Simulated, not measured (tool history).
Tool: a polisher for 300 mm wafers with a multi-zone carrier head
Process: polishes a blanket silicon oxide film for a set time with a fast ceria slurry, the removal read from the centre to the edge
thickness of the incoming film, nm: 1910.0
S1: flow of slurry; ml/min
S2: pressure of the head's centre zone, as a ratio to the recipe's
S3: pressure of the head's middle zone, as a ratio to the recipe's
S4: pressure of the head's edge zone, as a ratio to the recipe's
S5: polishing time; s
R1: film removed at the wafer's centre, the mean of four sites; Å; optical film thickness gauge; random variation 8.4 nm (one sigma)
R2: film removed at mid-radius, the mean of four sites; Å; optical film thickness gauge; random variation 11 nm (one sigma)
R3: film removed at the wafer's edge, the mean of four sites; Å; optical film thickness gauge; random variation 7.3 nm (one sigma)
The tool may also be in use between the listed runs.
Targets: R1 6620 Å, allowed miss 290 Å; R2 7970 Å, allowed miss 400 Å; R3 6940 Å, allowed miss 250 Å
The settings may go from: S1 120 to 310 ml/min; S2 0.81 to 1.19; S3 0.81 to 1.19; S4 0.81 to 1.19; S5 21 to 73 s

run	hour	S1	S2	S3	S4	S5	R1	R2	R3
1	0	200	1	1	1	47	6273.9	6329.4	6112.7
2	6.8	210	0.99	1.05	1.03	48	6245.8	6719.4	6386.3
3	13	210	0.99	1.05	1.03	43	5571.7	6192.9	5728.7
4	14.2	210	1.05	1.05	1.03	43	5970.1	6136.5	5731
5	16	220	1.05	1.09	1.05	45	6295	6393.8	6010.8
6	19	220	1.09	1.09	1.05	45	6474.4	6612.4	6052.1
7	24.4	220	1.05	1.12	1.05	47	6628.9	6922.4	6320.2
8	26.7	225	1.01	1.14	1.04	48	6539.7	7259.8	6299
9	32.2	225	1.01	1.14	1.04	48	6472.1	7217.1	6336.7
10	40.3	230	0.99	1.16	1.05	49	6545.4	7431	6536.7

5 next moves are on the table. One of them brings every result within its allowed miss. Which?
A	48.4	165	0.88	1.18	1.06	53	?	?	?
B	48.4	250	1.02	1.19	0.93	46	?	?	?
C	48.4	250	0.88	1.19	1.1	50	?	?	?
D	48.4	245	1.07	1.09	0.99	46	?	?	?
E	48.4	255	0.95	1.18	1.05	51	?	?	?

move	R1	R2	R3
A	6023.9	8019.1	6857.3
B	6369.9	7315.3	5772
C	5966.3	7955.3	6807.1
D	6666	6813.2	5943.9
E	6587.2	8073.2	6793.9
A: brings the result that was furthest off to its target, and leaves another outside
B: further off than the last run
C: brings the result that was furthest off to its target, and leaves another outside
D: further off than the last run
E: meets every target
Answer: E
